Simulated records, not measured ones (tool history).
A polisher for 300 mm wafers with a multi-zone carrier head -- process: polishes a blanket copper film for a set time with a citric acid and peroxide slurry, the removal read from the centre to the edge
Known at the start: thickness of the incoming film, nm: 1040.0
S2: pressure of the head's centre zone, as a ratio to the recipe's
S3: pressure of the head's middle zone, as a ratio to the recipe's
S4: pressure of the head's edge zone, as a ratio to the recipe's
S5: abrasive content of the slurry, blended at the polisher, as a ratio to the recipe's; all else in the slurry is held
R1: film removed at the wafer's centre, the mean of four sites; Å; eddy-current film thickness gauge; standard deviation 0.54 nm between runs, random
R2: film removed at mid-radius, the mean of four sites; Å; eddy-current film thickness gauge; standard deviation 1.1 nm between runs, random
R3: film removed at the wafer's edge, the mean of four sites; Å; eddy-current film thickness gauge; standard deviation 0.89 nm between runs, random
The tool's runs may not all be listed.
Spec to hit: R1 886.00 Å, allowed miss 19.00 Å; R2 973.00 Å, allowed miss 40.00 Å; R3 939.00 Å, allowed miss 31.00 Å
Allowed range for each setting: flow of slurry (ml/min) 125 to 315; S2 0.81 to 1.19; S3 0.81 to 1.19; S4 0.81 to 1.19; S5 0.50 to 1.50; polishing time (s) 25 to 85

run 1 hour=0.0 | flow_of_slurry_(ml/min)=205 S2=1.00 S3=1.00 S4=1.00 S5=1.00 polishing_time_(s)=55 | R1=1116.20 R2=1119.50 R3=1178.90
run 2 hour=1.2 | flow_of_slurry_(ml/min)=200 S2=0.97 S3=1.00 S4=0.95 S5=0.85 polishing_time_(s)=54 | R1=1022.50 R2=1063.10 R3=1097.20
run 3 hour=6.6 | flow_of_slurry_(ml/min)=200 S2=0.97 S3=0.94 S4=0.95 S5=0.85 polishing_time_(s)=54 | R1=1025.20 R2=1032.30 R3=1108.10
run 4 hour=7.1 | flow_of_slurry_(ml/min)=190 S2=0.96 S3=0.96 S4=0.91 S5=0.75 polishing_time_(s)=54 | R1=978.38 R2=1002.50 R3=1047.80
run 5 hour=14.8 | flow_of_slurry_(ml/min)=180 S2=0.95 S3=0.98 S4=0.88 S5=0.70 polishing_time_(s)=54 | R1=960.88 R2=1009.10 R3=997.00
run 6 hour=16.9 | flow_of_slurry_(ml/min)=180 S2=0.95 S3=0.98 S4=0.88 S5=0.90 polishing_time_(s)=54 | R1=1011.60 R2=1046.30 R3=1057.30
run 7 hour=24.8 | flow_of_slurry_(ml/min)=170 S2=0.93 S3=0.98 S4=0.86 S5=0.85 polishing_time_(s)=54 | R1=971.75 R2=1038.10 R3=1044.50
run 8 hour=28.4 | flow_of_slurry_(ml/min)=165 S2=0.93 S3=0.98 S4=0.85 S5=0.75 polishing_time_(s)=54 | R1=938.54 R2=996.14 R3=1005.60
run 9 hour=32.6 | flow_of_slurry_(ml/min)=160 S2=0.93 S3=0.99 S4=0.84 S5=0.70 polishing_time_(s)=54 | R1=928.60 R2=1004.30 R3=981.15
run 10 hour=35.4 | flow_of_slurry_(ml/min)=155 S2=0.93 S3=0.99 S4=0.83 S5=0.65 polishing_time_(s)=54 | R1=919.37 R2=1006.80 R3=964.49
run 11 hour=39.9 | flow_of_slurry_(ml/min)=150 S2=0.93 S3=0.98 S4=0.82 S5=0.65 polishing_time_(s)=54 | R1=907.59 R2=959.96 R3=951.51

4 next moves are on the table. One of them brings every result within its allowed miss. Which?
run A hour=44.4 | flow_of_slurry_(ml/min)=170 S2=1.02 S3=1.03 S4=0.85 S5=0.50 polishing_time_(s)=53 | R1=? R2=? R3=?
run B hour=44.4 | flow_of_slurry_(ml/min)=125 S2=0.98 S3=1.02 S4=0.84 S5=0.65 polishing_time_(s)=53 | R1=? R2=? R3=?
run C hour=44.4 | flow_of_slurry_(ml/min)=175 S2=0.91 S3=0.98 S4=0.81 S5=0.65 polishing_time_(s)=53 | R1=? R2=? R3=?
run D hour=44.4 | flow_of_slurry_(ml/min)=125 S2=0.88 S3=0.95 S4=0.89 S5=0.50 polishing_time_(s)=56 | R1=? R2=? R3=?

move=A R1=941.56 R2=981.93 R3=929.71
move=B R1=913.41 R2=987.51 R3=945.51
move=C R1=879.63 R2=987.44 R3=953.92
move=D R1=828.01 R2=940.70 R3=981.99
A: its largest miss is bigger than the last run's
B: its largest miss is bigger than the last run's
C: in spec on every target
D: moves the result that the last run missed by most past its target, out the other side
The right move is C.
